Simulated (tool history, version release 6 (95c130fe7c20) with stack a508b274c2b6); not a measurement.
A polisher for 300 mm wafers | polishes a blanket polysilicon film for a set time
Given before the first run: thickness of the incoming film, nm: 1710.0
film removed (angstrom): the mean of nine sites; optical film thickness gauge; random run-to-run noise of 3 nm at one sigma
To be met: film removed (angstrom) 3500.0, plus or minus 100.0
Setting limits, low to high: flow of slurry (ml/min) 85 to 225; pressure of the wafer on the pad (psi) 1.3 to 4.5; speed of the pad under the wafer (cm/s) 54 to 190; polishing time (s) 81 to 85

run,hour,flow of slurry (ml/min),pressure of the wafer on the pad (psi),speed of the pad under the wafer (cm/s),polishing time (s),film removed (angstrom)
1,0.0,145,2.9,122,81,7746.4
2,1.7,140,2.4,114,81,6068.5
3,2.5,120,2.4,114,81,5830.7
4,3.4,120,2.4,114,85,6115.3
5,9.7,115,2.1,110,85,5141.3
6,10.8,110,1.9,110,85,4621.1
7,16.4,105,1.7,110,85,4086.4
8,17.7,100,1.6,110,85,3856.5
9,18.3,95,1.6,110,85,3763.7
10,26.9,85,1.4,110,85,3208.3
11,30.7,90,1.4,110,85,3233.1

Next run, 4 choices. One meets every target within its allowed miss, the rest don't. Which?
A,34.5,85,1.5,120,85,?
B,34.5,100,1.4,118,82,?
C,34.5,85,1.5,104,82,?
D,34.5,85,1.4,102,81,?

move,film removed (angstrom)
A,3749.2
B,3499.4
C,3149.4
D,2861.2
A: carries the result that was furthest off beyond its target, to the other side
B: every result lands within tolerance
C: misses by more than the last run did
D: misses by more than the last run did
Go with B: it meets all targets.
